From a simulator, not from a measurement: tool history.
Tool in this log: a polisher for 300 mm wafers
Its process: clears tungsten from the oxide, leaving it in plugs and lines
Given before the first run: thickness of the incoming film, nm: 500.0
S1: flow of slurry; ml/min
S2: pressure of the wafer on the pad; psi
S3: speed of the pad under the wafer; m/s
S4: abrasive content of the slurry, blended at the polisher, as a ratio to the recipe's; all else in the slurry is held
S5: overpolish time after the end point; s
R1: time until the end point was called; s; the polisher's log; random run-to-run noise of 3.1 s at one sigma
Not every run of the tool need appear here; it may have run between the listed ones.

run  hour   S1   S2    S3   S4  S5      R1
  1     0  315  3.7  0.84    1   8  131.91
  2   2.3  315  3.6  0.84    1   8  139.63
  3   7.2  315  3.6  0.84  1.2   8  131.86
  4  10.7  315  3.6  0.84  1.1   8  137.14
  5  13.4  265  3.6  0.84  1.1   8  140.17
  6  18.2  265  3.6  1.04  1.1   8  109.95

Run 7 is up next; what results do you expect?
  7  24.3  265  3.4  1.04  1.1   8   ?

{"run 7": {"R1": 113.02}}
